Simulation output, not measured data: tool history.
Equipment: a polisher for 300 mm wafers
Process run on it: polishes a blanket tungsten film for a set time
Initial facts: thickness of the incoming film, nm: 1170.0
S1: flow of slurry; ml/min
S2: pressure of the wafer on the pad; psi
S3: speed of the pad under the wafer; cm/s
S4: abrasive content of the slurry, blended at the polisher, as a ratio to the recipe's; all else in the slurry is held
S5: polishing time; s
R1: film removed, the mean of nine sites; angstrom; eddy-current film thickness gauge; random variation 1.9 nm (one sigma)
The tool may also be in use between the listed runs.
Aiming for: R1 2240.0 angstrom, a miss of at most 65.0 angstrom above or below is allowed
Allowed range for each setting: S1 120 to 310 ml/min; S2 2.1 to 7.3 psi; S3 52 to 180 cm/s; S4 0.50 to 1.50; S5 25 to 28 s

| run | hour | S1 | S2 | S3 | S4 | S5 | R1 |
|---|---|---|---|---|---|---|---|
| 1 | 0.0 | 200 | 4.7 | 116 | 1.00 | 28 | 1618.0 |
| 2 | 2.3 | 200 | 4.7 | 142 | 1.00 | 28 | 1974.6 |
| 3 | 5.8 | 200 | 4.7 | 126 | 1.00 | 28 | 1796.3 |
| 4 | 8.3 | 200 | 4.7 | 126 | 0.90 | 28 | 1699.8 |
| 5 | 11.8 | 200 | 4.8 | 126 | 0.90 | 28 | 1741.3 |
| 6 | 13.7 | 200 | 4.8 | 126 | 1.00 | 28 | 1773.9 |
| 7 | 16.5 | 200 | 4.9 | 126 | 1.00 | 28 | 1813.3 |
| 8 | 25.2 | 200 | 5.0 | 126 | 1.00 | 28 | 1859.0 |
| 9 | 31.1 | 200 | 5.1 | 126 | 1.00 | 28 | 1889.4 |

Of the 4 settings listed for the next run, only one would bring every result within its allowed miss of target. Which one?
| A | 37.0 | 235 | 6.7 | 118 | 1.05 | 28 | ? |
| B | 37.0 | 210 | 5.5 | 136 | 1.05 | 28 | ? |
| C | 37.0 | 125 | 6.3 | 146 | 0.95 | 28 | ? |
| D | 37.0 | 220 | 6.0 | 136 | 1.00 | 28 | ? |

| move | R1 |
|---|---|
| A | 2375.1 |
| B | 2247.6 |
| C | 2387.2 |
| D | 2406.6 |
A: pushes the last run's worst result past its target
B: every result within its allowed miss
C: pushes the last run's worst result past its target
D: pushes the last run's worst result past its target
So the answer is move B, the one that meets all the targets.
